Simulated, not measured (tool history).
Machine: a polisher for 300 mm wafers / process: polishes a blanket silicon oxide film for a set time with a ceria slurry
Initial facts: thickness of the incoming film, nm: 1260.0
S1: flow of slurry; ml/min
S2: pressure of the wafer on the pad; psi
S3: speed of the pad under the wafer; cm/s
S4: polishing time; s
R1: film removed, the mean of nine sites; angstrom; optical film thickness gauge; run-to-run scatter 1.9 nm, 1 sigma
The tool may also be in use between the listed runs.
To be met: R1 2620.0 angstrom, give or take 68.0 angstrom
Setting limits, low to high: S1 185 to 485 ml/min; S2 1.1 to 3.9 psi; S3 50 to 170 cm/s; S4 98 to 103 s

{"run": 1, "hour": 0.0, "S1": 310, "S2": 2.5, "S3": 110, "S4": 98, "R1": 3270.9}
{"run": 2, "hour": 7.3, "S1": 310, "S2": 2.4, "S3": 110, "S4": 98, "R1": 3191.8}
{"run": 3, "hour": 9.6, "S1": 310, "S2": 2.3, "S3": 110, "S4": 98, "R1": 3070.8}
{"run": 4, "hour": 16.6, "S1": 310, "S2": 2.6, "S3": 110, "S4": 98, "R1": 3329.0}
{"run": 5, "hour": 22.0, "S1": 310, "S2": 2.9, "S3": 110, "S4": 98, "R1": 3569.9}
{"run": 6, "hour": 30.3, "S1": 310, "S2": 2.7, "S3": 110, "S4": 98, "R1": 3411.4}
{"run": 7, "hour": 36.1, "S1": 310, "S2": 2.5, "S3": 110, "S4": 98, "R1": 3241.4}
{"run": 8, "hour": 40.5, "S1": 310, "S2": 2.4, "S3": 110, "S4": 98, "R1": 3135.7}
{"run": 9, "hour": 42.2, "S1": 310, "S2": 2.3, "S3": 110, "S4": 98, "R1": 3084.0}
{"run": 10, "hour": 49.8, "S1": 310, "S2": 2.2, "S3": 110, "S4": 98, "R1": 2965.5}
{"run": 11, "hour": 57.0, "S1": 310, "S2": 2.1, "S3": 110, "S4": 98, "R1": 2887.4}
{"run": 12, "hour": 57.9, "S1": 310, "S2": 2.0, "S3": 110, "S4": 98, "R1": 2814.9}

Exactly one of the 5 candidate moves below puts every result within its allowed miss. Which one?
{"run": "A", "hour": 58.8, "S1": 310, "S2": 1.8, "S3": 114, "S4": 103, "R1": "?"}
{"run": "B", "hour": 58.8, "S1": 355, "S2": 1.9, "S3": 114, "S4": 98, "R1": "?"}
{"run": "C", "hour": 58.8, "S1": 305, "S2": 2.1, "S3": 106, "S4": 100, "R1": "?"}
{"run": "D", "hour": 58.8, "S1": 265, "S2": 3.3, "S3": 86, "S4": 103, "R1": "?"}
{"run": "E", "hour": 58.8, "S1": 225, "S2": 1.3, "S3": 128, "S4": 103, "R1": "?"}

move=A R1=2882.4
move=B R1=2864.0
move=C R1=2862.8
move=D R1=3238.6
move=E R1=2608.9
A: the biggest miss grows against the last run
B: the biggest miss grows against the last run
C: the biggest miss grows against the last run
D: the biggest miss grows against the last run
E: meets every target
The move that meets every target is E.
